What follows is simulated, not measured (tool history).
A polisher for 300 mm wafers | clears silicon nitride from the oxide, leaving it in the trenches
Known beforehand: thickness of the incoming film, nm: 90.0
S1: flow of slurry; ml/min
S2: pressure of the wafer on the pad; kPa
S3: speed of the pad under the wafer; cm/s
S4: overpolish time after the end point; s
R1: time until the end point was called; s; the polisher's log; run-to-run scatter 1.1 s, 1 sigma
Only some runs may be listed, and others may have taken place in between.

run,hour,S1,S2,S3,S4,R1
1,0,140,14.5,122,6,89.103
2,3.4,140,14.5,122,5,89.405
3,9,140,14.5,122,6,88.268
4,9.8,115,14.5,122,6,94.122
5,11.1,110,14.5,122,6,95.742
6,12.5,145,14.5,122,6,89.985
7,21.1,140,13.8,122,6,93.58

The next listed run, before its measurement:
8,29.6,135,13.8,122,6,?

R1: 92.891 s

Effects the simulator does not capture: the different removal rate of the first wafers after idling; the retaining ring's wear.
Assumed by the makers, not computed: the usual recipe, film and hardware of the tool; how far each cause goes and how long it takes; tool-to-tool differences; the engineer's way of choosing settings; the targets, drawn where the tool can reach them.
